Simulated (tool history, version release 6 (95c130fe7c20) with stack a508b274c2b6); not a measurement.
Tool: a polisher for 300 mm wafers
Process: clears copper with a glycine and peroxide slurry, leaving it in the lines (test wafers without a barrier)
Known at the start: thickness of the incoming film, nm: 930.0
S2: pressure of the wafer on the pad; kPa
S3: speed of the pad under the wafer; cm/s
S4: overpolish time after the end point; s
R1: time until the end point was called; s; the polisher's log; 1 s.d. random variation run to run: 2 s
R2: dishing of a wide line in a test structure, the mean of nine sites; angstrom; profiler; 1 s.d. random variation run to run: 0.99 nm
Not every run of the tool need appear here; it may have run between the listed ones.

{"run": 1, "hour": 0.0, "flow of slurry (ml/min)": 140, "S2": 17.9, "S3": 116, "S4": 24, "R1": 205.81, "R2": 646.87}
{"run": 2, "hour": 5.4, "flow of slurry (ml/min)": 145, "S2": 19.3, "S3": 116, "S4": 25, "R1": 192.92, "R2": 687.97}
{"run": 3, "hour": 14.1, "flow of slurry (ml/min)": 145, "S2": 19.3, "S3": 134, "S4": 25, "R1": 174.23, "R2": 734.2}
{"run": 4, "hour": 19.8, "flow of slurry (ml/min)": 145, "S2": 19.3, "S3": 122, "S4": 25, "R1": 182.44, "R2": 706.92}
{"run": 5, "hour": 22.5, "flow of slurry (ml/min)": 145, "S2": 20.0, "S3": 122, "S4": 27, "R1": 183.66, "R2": 764.24}
{"run": 6, "hour": 30.0, "flow of slurry (ml/min)": 150, "S2": 20.7, "S3": 122, "S4": 27, "R1": 171.3, "R2": 783.52}

Expected results for the next run?
{"run": 7, "hour": 32.2, "flow of slurry (ml/min)": 155, "S2": 20.7, "S3": 122, "S4": 28, "R1": "?", "R2": "?"}

R1: 171.71 s
R2: 811.61 angstrom

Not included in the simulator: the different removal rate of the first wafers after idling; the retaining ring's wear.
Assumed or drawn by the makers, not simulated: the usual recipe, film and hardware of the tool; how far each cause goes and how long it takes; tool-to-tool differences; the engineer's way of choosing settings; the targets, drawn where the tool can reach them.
